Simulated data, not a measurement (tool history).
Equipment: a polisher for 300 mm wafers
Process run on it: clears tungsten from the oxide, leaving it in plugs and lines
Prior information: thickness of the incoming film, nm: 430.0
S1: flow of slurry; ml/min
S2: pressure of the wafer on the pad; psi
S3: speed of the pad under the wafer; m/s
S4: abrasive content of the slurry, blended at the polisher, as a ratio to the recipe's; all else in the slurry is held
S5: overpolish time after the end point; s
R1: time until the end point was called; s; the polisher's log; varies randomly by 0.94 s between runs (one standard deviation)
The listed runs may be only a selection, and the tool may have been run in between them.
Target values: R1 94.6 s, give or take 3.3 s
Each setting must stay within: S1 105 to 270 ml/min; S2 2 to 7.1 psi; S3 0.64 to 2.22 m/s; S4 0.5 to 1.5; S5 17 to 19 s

| run | day | S1 | S2 | S3 | S4 | S5 | R1 |
|---|---|---|---|---|---|---|---|
| 1 | 0 | 175 | 4.5 | 1.42 | 1 | 17 | 63.305 |
| 2 | 0.054 | 175 | 3.5 | 1.42 | 1 | 17 | 77.844 |
| 3 | 0.325 | 175 | 3.5 | 1.62 | 1 | 17 | 67.669 |
| 4 | 0.362 | 215 | 3.5 | 1.62 | 1 | 17 | 66.097 |
| 5 | 0.504 | 215 | 3.2 | 1.6 | 1 | 17 | 71.662 |
| 6 | 0.742 | 215 | 3.2 | 1.44 | 1 | 17 | 77.925 |
| 7 | 1.096 | 210 | 3 | 1.44 | 1 | 17 | 83.744 |
| 8 | 1.425 | 210 | 2.9 | 1.44 | 1 | 17 | 85.352 |
| 9 | 1.633 | 210 | 2.8 | 1.44 | 1 | 17 | 89.214 |
| 10 | 1.792 | 200 | 2.7 | 1.44 | 1 | 17 | 89.899 |

Exercise: of the 5 proposed moves below, exactly one satisfies all targets within the stated allowed misses. Which move is it?
| A | 1.95 | 215 | 2.4 | 1.68 | 1 | 17 | ? |
| B | 1.95 | 215 | 2.8 | 1.42 | 1.1 | 19 | ? |
| C | 1.95 | 195 | 2.7 | 1.36 | 1.15 | 18 | ? |
| D | 1.95 | 230 | 3.1 | 1.32 | 0.9 | 17 | ? |
| E | 1.95 | 200 | 2.8 | 1.52 | 1.05 | 17 | ? |

| move | R1 |
|---|---|
| A | 84.998 |
| B | 87.766 |
| C | 94.369 |
| D | 89.611 |
| E | 83.548 |
A: the biggest miss grows against the last run
B: the biggest miss grows against the last run
C: hits every target within its allowed miss
D: the biggest miss grows against the last run
E: the biggest miss grows against the last run
C meets every target.
